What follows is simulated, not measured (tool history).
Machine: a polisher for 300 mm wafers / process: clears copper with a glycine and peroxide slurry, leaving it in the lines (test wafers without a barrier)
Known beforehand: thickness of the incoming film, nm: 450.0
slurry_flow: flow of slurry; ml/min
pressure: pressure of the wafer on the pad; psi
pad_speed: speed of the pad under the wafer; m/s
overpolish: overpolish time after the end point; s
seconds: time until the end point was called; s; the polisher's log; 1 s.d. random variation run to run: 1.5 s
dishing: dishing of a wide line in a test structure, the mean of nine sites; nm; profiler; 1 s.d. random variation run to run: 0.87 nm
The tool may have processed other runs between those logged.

run	day	slurry_flow	pressure	pad_speed	overpolish	seconds	dishing
1	0	175	2.2	1.04	22	95.606	66.305
2	0.108	175	2.1	1.04	22	101.68	66.734
3	0.392	210	2.1	1.04	22	96.875	67.189
4	0.688	245	2.1	1.04	22	96.11	67.853
5	1.012	245	1.7	1.04	22	113.27	57.668
6	1.329	245	1.7	1.04	13	115.63	36.241
7	1.383	245	1.7	1.04	14	115.12	39.197

Run 8, settings as shown, results not yet in. Your forecast:
8	1.746	245	1.7	1.04	15	?	?

seconds: 112.23 s
dishing: 43.61 nm
